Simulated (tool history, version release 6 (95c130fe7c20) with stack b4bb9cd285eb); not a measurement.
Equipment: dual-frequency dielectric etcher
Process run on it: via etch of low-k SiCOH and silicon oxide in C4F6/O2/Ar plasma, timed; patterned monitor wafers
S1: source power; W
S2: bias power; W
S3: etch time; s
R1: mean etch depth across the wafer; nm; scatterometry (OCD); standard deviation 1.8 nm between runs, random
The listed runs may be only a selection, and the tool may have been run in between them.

Run 1, hour 0.0: S1 480 W, S2 191 W, S3 80.0 s. Result: R1 244.50 nm.
Run 2, hour 3.7: S1 500 W, S2 195 W, S3 80.0 s. Result: R1 249.37 nm.
Run 3, hour 5.1: S1 520 W, S2 199 W, S3 80.0 s. Result: R1 256.33 nm.
Run 4, hour 9.8: S1 540 W, S2 201 W, S3 80.0 s. Result: R1 258.41 nm.
Run 5, hour 18.7: S1 550 W, S2 206 W, S3 80.0 s. Result: R1 262.53 nm.
Run 6, hour 23.5: S1 550 W, S2 181 W, S3 80.0 s. Result: R1 253.86 nm.
Run 7, hour 27.2: S1 560 W, S2 186 W, S3 80.0 s. Result: R1 257.10 nm.
Run 8, hour 28.3: S1 570 W, S2 191 W, S3 80.0 s. Result: R1 261.65 nm.

The next listed run, before its measurement:
Run 9, hour 30.1: S1 580 W, S2 195 W, S3 80.0 s. Result: R1 ?.

{"run 9": {"R1": 266.43}}

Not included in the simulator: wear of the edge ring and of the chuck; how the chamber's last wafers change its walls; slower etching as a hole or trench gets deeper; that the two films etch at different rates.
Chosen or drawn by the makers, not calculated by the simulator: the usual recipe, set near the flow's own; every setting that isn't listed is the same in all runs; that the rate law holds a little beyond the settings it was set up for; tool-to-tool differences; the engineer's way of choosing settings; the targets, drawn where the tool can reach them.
